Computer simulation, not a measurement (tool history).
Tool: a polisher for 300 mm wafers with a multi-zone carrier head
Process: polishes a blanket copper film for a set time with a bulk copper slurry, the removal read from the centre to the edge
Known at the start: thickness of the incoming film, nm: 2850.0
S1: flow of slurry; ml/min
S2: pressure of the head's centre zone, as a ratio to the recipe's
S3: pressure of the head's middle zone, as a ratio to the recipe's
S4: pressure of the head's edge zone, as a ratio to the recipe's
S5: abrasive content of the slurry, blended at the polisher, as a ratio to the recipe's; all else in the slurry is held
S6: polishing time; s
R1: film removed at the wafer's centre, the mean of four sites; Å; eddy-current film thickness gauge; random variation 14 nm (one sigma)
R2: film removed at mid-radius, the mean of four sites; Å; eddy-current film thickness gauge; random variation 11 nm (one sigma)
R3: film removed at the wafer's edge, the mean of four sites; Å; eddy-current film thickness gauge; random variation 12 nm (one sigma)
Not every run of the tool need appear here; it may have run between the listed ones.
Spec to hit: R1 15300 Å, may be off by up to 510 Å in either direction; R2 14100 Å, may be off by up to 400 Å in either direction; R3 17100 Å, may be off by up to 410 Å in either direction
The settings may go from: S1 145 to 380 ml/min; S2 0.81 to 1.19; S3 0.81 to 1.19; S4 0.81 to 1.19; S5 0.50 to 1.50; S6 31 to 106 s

Run 1, hour 0.0: S1 245 ml/min, S2 1.00, S3 1.00, S4 1.00, S5 1.00, S6 68 s. Result: R1 11366 Å, R2 11158 Å, R3 11211 Å.
Run 2, hour 7.5: S1 220 ml/min, S2 1.00, S3 1.00, S4 1.00, S5 1.00, S6 68 s. Result: R1 11101 Å, R2 11057 Å, R3 11224 Å.
Run 3, hour 8.5: S1 205 ml/min, S2 1.00, S3 0.98, S4 1.04, S5 1.10, S6 72 s. Result: R1 11960 Å, R2 11683 Å, R3 12361 Å.
Run 4, hour 17.1: S1 205 ml/min, S2 1.04, S3 0.98, S4 1.04, S5 1.10, S6 72 s. Result: R1 12417 Å, R2 11577 Å, R3 12259 Å.
Run 5, hour 23.9: S1 150 ml/min, S2 1.04, S3 0.98, S4 1.04, S5 1.10, S6 72 s. Result: R1 12164 Å, R2 11338 Å, R3 11922 Å.
Run 6, hour 26.2: S1 150 ml/min, S2 0.96, S3 0.98, S4 1.04, S5 1.10, S6 72 s. Result: R1 11060 Å, R2 11297 Å, R3 12115 Å.
Run 7, hour 29.4: S1 175 ml/min, S2 0.97, S3 0.97, S4 1.08, S5 1.20, S6 74 s. Result: R1 11873 Å, R2 11937 Å, R3 12978 Å.
Run 8, hour 36.2: S1 190 ml/min, S2 0.97, S3 0.95, S4 1.11, S5 1.25, S6 76 s. Result: R1 12297 Å, R2 12357 Å, R3 13695 Å.
Run 9, hour 42.7: S1 200 ml/min, S2 0.98, S3 0.93, S4 1.13, S5 1.30, S6 78 s. Result: R1 13244 Å, R2 12518 Å, R3 14447 Å.
Run 10, hour 51.6: S1 215 ml/min, S2 0.98, S3 0.92, S4 1.14, S5 1.35, S6 79 s. Result: R1 13608 Å, R2 12636 Å, R3 14890 Å.
Run 11, hour 54.6: S1 225 ml/min, S2 0.98, S3 0.92, S4 1.15, S5 1.40, S6 80 s. Result: R1 14156 Å, R2 13069 Å, R3 15201 Å.

Which single option among these 5 for the next run brings every result within its allowed miss of target? Just one does.
Run A, hour 57.6: S1 175 ml/min, S2 0.84, S3 0.81, S4 1.19, S5 1.25, S6 96 s. Result: R1 ?, R2 ?, R3 ?.
Run B, hour 57.6: S1 230 ml/min, S2 0.98, S3 0.89, S4 1.18, S5 1.35, S6 89 s. Result: R1 ?, R2 ?, R3 ?.
Run C, hour 57.6: S1 285 ml/min, S2 1.18, S3 0.84, S4 1.07, S5 1.45, S6 74 s. Result: R1 ?, R2 ?, R3 ?.
Run D, hour 57.6: S1 245 ml/min, S2 0.92, S3 1.10, S4 1.03, S5 1.35, S6 73 s. Result: R1 ?, R2 ?, R3 ?.
Run E, hour 57.6: S1 230 ml/min, S2 1.03, S3 0.95, S4 1.10, S5 1.45, S6 85 s. Result: R1 ?, R2 ?, R3 ?.

move     R1     R2     R3
   A  13409  13403  18012
   B  15315  14088  17309
   C  15972  11586  14211
   D  11890  13911  13358
   E  15645  14443  16249
A: carries the result that was furthest off beyond its target, to the other side
B: all results land within tolerance of their targets
C: its largest miss is bigger than the last run's
D: its largest miss is bigger than the last run's
E: nearer the targets than the last run, but a result is still out of spec
Move B is the one to make.

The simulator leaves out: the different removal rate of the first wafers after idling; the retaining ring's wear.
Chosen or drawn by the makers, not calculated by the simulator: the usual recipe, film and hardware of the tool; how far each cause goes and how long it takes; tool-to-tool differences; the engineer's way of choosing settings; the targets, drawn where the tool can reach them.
